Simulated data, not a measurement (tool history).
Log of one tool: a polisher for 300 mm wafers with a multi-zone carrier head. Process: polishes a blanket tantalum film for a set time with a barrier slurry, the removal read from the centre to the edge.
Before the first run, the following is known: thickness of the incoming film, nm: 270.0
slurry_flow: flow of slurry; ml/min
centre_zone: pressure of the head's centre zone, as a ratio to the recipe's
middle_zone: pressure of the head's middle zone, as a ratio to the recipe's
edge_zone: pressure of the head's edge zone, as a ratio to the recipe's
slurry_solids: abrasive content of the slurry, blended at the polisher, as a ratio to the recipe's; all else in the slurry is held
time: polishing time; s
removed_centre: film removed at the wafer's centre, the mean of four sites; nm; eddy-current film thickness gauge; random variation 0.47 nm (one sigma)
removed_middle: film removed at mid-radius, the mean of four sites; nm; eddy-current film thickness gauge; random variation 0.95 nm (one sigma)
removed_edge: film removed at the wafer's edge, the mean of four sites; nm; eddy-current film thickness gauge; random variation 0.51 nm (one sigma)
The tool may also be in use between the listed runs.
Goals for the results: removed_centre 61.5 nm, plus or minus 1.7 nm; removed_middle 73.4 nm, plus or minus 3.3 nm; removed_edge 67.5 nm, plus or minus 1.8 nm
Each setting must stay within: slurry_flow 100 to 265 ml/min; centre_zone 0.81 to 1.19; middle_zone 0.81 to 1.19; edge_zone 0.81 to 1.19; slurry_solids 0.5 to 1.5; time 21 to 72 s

run    day  slurry_flow  centre_zone  middle_zone  edge_zone  slurry_solids  time  removed_centre  removed_middle  removed_edge
  1      0          170            1            1          1              1    46          99.201          99.397        98.129
  2  0.042          170            1         0.95          1              1    46          100.42          91.818        96.761
  3  0.242          170            1         0.95          1            0.8    46          95.521          89.548        93.492
  4    0.3          165         0.98         0.96       0.98           0.75    45          90.816          86.633        89.932
  5  0.458          160         0.96         0.98       0.96            0.7    44          84.407           84.86        85.337
  6  0.608          120         0.96         0.98       0.96            0.7    44          78.701          79.879        81.153
  7  0.883          120         0.95         0.99       0.94           0.65    43          74.809           78.59        78.209
  8  1.042          120         0.94            1       0.93           0.65    43          73.873          78.493        77.088
  9  1.275          120         0.93            1       0.92           0.65    43          74.394          78.507        76.292
 10  1.333          115         0.91         1.01       0.91           0.65    43          70.556          75.238         76.89
 11  1.479          160         0.89         1.11       0.84            0.5    38          64.665          77.695        66.004
 12  1.817          155         0.89          1.1       0.85            0.5    38          64.397          76.579        65.734
 13   2.15          155         0.89          1.1       0.86            0.5    38          64.417          75.042        66.637

Which one of the following 4 next-run settings gets every result inside its allowed miss? There is exactly one.
  A  2.483          145         0.91         0.97       1.11           0.65    35               ?               ?             ?
  B  2.483          130         0.87         1.07       0.91           0.65    37               ?               ?             ?
  C  2.483          160            1         1.01       0.92            0.5    35               ?               ?             ?
  D  2.483          170         0.95         1.08       0.81           0.55    37               ?               ?             ?

move  removed_centre  removed_middle  removed_edge
   A          62.681           62.83        70.413
   B          61.522          70.348         66.28
   C          67.663          63.611        62.509
   D          69.899          73.145        63.829
A: meets the target for the result that was furthest off, but another lies outside its allowed miss
B: all results in spec
C: the biggest miss grows against the last run
D: the biggest miss grows against the last run
The right move is B.

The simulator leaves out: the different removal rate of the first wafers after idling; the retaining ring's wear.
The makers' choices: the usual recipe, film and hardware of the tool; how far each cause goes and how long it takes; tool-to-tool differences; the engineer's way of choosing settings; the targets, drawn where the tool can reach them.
